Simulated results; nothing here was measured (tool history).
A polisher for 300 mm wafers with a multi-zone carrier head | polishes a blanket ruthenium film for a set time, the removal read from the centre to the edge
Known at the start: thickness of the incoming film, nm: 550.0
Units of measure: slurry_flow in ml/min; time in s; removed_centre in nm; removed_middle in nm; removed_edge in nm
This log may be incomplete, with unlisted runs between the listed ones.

run 1 hour=0 | slurry_flow=210 centre_zone=1 middle_zone=1 edge_zone=1 time=53 | removed_centre=91.651 removed_middle=88.383 removed_edge=90.192
run 2 hour=6.6 | slurry_flow=200 centre_zone=1 middle_zone=0.98 edge_zone=0.98 time=49 | removed_centre=84.527 removed_middle=79.856 removed_edge=81.616
run 3 hour=10.7 | slurry_flow=200 centre_zone=1 middle_zone=0.98 edge_zone=1.01 time=49 | removed_centre=83.755 removed_middle=79.784 removed_edge=82.956
run 4 hour=18.8 | slurry_flow=200 centre_zone=1 middle_zone=0.98 edge_zone=0.96 time=49 | removed_centre=84.298 removed_middle=83.053 removed_edge=82.636
run 5 hour=21.3 | slurry_flow=190 centre_zone=1 middle_zone=0.95 edge_zone=0.96 time=45 | removed_centre=75.475 removed_middle=69.8 removed_edge=73.495
run 6 hour=24.4 | slurry_flow=190 centre_zone=1 middle_zone=0.94 edge_zone=0.94 time=42 | removed_centre=71.248 removed_middle=66.562 removed_edge=69.059
run 7 hour=28.3 | slurry_flow=185 centre_zone=1 middle_zone=0.93 edge_zone=0.93 time=39 | removed_centre=65.121 removed_middle=61.131 removed_edge=62.911
run 8 hour=32 | slurry_flow=180 centre_zone=1 middle_zone=0.92 edge_zone=0.92 time=37 | removed_centre=61.791 removed_middle=57.387 removed_edge=59.876
run 9 hour=38.9 | slurry_flow=175 centre_zone=1 middle_zone=0.91 edge_zone=0.91 time=36 | removed_centre=60.227 removed_middle=54.171 removed_edge=57.591
run 10 hour=47.1 | slurry_flow=175 centre_zone=1 middle_zone=0.9 edge_zone=0.9 time=35 | removed_centre=58.907 removed_middle=52.482 removed_edge=56.444
run 11 hour=54.3 | slurry_flow=175 centre_zone=1 middle_zone=0.9 edge_zone=0.89 time=34 | removed_centre=57.026 removed_middle=50.04 removed_edge=53.196
run 12 hour=57.2 | slurry_flow=175 centre_zone=1 middle_zone=0.9 edge_zone=0.89 time=34 | removed_centre=56.365 removed_middle=51.134 removed_edge=53.65
run 13 hour=63.3 | slurry_flow=175 centre_zone=1 middle_zone=0.89 edge_zone=0.88 time=34 | removed_centre=57.13 removed_middle=49.8 removed_edge=53.151

What will run 14 give?
run 14 hour=71.1 | slurry_flow=175 centre_zone=1 middle_zone=0.89 edge_zone=0.87 time=34 | removed_centre=? removed_middle=? removed_edge=?

removed_centre: 55.758 nm
removed_middle: 49.773 nm
removed_edge: 53.296 nm
